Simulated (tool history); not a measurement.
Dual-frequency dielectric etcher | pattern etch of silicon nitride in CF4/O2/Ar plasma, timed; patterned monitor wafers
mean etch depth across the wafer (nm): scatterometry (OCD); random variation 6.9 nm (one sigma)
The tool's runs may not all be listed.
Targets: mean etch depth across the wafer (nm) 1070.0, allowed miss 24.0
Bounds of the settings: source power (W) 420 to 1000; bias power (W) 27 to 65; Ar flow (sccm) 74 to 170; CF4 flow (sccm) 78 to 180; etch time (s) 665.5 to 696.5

run,hour,source power (W),bias power (W),Ar flow (sccm),CF4 flow (sccm),etch time (s),mean etch depth across the wafer (nm)
1,0.0,710,46,122,129,665.5,1650.8
2,1.6,630,44,124,127,665.5,1439.9
3,4.7,630,44,124,127,696.5,1523.8
4,8.8,630,44,124,146,696.5,1548.5
5,16.9,630,40,124,146,696.5,1470.1
6,23.0,630,37,124,146,696.5,1466.5
7,31.8,580,36,125,146,696.0,1329.4
8,38.5,540,36,125,146,696.0,1250.1
# hour 42.7: Ar flow controller replaced
9,42.7,420,35,125,146,696.0,1003.3
10,51.4,430,35,125,146,696.0,1011.3
11,56.3,440,35,125,146,696.0,1021.6

5 next moves are on the table. One of them brings every result within its allowed miss. Which?
A,61.2,500,32,119,138,696.5,?
B,61.2,480,32,113,155,674.5,?
C,61.2,470,37,129,155,696.5,?
D,61.2,540,27,102,100,696.5,?
E,61.2,490,32,116,154,696.5,?

move,mean etch depth across the wafer (nm)
A,1124.6
B,1069.8
C,1121.1
D,1116.4
E,1121.6
A: takes the result that was furthest off past its target
B: meets every target
C: takes the result that was furthest off past its target
D: takes the result that was furthest off past its target
E: takes the result that was furthest off past its target
Answer: B

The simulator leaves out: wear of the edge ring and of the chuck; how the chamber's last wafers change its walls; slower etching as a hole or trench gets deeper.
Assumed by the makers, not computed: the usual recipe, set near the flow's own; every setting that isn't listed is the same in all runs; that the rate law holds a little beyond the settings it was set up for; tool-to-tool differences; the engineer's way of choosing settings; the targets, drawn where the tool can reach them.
